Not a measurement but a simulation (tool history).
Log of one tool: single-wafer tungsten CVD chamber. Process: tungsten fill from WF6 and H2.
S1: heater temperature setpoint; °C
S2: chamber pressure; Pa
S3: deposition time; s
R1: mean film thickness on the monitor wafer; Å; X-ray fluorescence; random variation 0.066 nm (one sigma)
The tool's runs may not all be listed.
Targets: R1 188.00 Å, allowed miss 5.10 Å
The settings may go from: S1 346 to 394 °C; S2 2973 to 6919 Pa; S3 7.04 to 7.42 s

run,day,S1,S2,S3,R1
1,0.000,370,4946,7.42,128.42
2,0.346,370,5306,7.42,134.01
3,0.712,374,5306,7.42,146.25
4,0.996,367,5306,7.42,124.16
5,1.121,367,5306,7.42,123.76
6,1.496,370,5320,7.42,133.90
7,1.742,372,5333,7.42,140.07
8,1.988,374,5346,7.42,148.27
9,2.229,376,5360,7.42,154.12
10,2.504,387,5440,7.42,200.69

Which of these 5 next moves meets every target?
A,2.779,389,4826,7.11,?
B,2.779,392,5306,7.42,?
C,2.779,390,6239,7.04,?
D,2.779,394,5026,7.42,?
E,2.779,389,5693,7.32,?

move,R1
A,187.67
B,220.69
C,219.24
D,223.30
E,212.26
A: meets every target
B: further off than the last run
C: further off than the last run
D: further off than the last run
E: further off than the last run
The right move is A.

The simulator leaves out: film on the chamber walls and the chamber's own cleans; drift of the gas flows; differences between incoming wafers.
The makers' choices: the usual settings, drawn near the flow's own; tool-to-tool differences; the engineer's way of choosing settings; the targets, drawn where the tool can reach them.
